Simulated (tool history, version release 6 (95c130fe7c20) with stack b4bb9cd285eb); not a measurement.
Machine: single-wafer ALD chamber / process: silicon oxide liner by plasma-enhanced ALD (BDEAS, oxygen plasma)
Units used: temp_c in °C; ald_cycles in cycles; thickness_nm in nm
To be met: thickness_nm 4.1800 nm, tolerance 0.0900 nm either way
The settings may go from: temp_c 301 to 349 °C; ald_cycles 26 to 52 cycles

run 1 hour=0.0 | temp_c=325 ald_cycles=39 | thickness_nm=3.4254
run 2 hour=4.5 | temp_c=325 ald_cycles=44 | thickness_nm=3.8651
run 3 hour=9.0 | temp_c=325 ald_cycles=45 | thickness_nm=3.9380
run 4 hour=11.7 | temp_c=325 ald_cycles=40 | thickness_nm=3.5308
run 5 hour=17.2 | temp_c=324 ald_cycles=42 | thickness_nm=3.6749
run 6 hour=24.7 | temp_c=334 ald_cycles=42 | thickness_nm=3.6274
-- hour=33.1 thermocouple changed; heater temperature recalibrated
run 7 hour=33.1 | temp_c=333 ald_cycles=44 | thickness_nm=3.7851
run 8 hour=36.3 | temp_c=331 ald_cycles=45 | thickness_nm=3.8943
run 9 hour=37.0 | temp_c=330 ald_cycles=46 | thickness_nm=3.9743
run 10 hour=42.3 | temp_c=329 ald_cycles=47 | thickness_nm=4.0387

Consider the 5 candidate settings below. Which is the only one whose results all fall within their allowed miss of target?
run A hour=47.6 | temp_c=310 ald_cycles=44 | thickness_nm=?
run B hour=47.6 | temp_c=321 ald_cycles=45 | thickness_nm=?
run C hour=47.6 | temp_c=341 ald_cycles=46 | thickness_nm=?
run D hour=47.6 | temp_c=325 ald_cycles=45 | thickness_nm=?
run E hour=47.6 | temp_c=331 ald_cycles=48 | thickness_nm=?

move=A thickness_nm=3.9280
move=B thickness_nm=3.9521
move=C thickness_nm=3.9188
move=D thickness_nm=3.9284
move=E thickness_nm=4.1524
A: moves away from the targets compared with the last run
B: moves away from the targets compared with the last run
C: moves away from the targets compared with the last run
D: moves away from the targets compared with the last run
E: each result inside its tolerance
Correct choice: E, which meets every target
